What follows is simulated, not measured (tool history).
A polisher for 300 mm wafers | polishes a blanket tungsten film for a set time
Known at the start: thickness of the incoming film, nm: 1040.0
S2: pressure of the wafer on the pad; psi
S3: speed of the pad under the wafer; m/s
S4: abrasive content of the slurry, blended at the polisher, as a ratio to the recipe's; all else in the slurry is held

Run 1, day 0.000: flow of slurry (ml/min) 300, S2 3.3 psi, S3 1.06 m/s, S4 1.00, polishing time (s) 86. Result: film removed (Å) 3276.7.
Run 2, day 0.200: flow of slurry (ml/min) 300, S2 3.3 psi, S3 1.06 m/s, S4 0.85, polishing time (s) 86. Result: film removed (Å) 3277.1.
Run 3, day 0.425: flow of slurry (ml/min) 300, S2 3.0 psi, S3 1.04 m/s, S4 0.85, polishing time (s) 86. Result: film removed (Å) 2991.9.
Run 4, day 0.467: flow of slurry (ml/min) 300, S2 2.7 psi, S3 1.00 m/s, S4 0.85, polishing time (s) 86. Result: film removed (Å) 2560.3.
Run 5, day 0.671: flow of slurry (ml/min) 300, S2 2.7 psi, S3 1.00 m/s, S4 0.85, polishing time (s) 86. Result: film removed (Å) 2556.0.
Run 6, day 0.988: flow of slurry (ml/min) 300, S2 2.1 psi, S3 1.00 m/s, S4 0.85, polishing time (s) 86. Result: film removed (Å) 2014.9.
Run 7, day 1.196: flow of slurry (ml/min) 300, S2 2.0 psi, S3 1.00 m/s, S4 0.85, polishing time (s) 86. Result: film removed (Å) 1926.9.

Forecast run 8:
Run 8, day 1.383: flow of slurry (ml/min) 300, S2 1.9 psi, S3 1.00 m/s, S4 0.85, polishing time (s) 86. Result: film removed (Å) ?.

film removed (Å): 1818.0
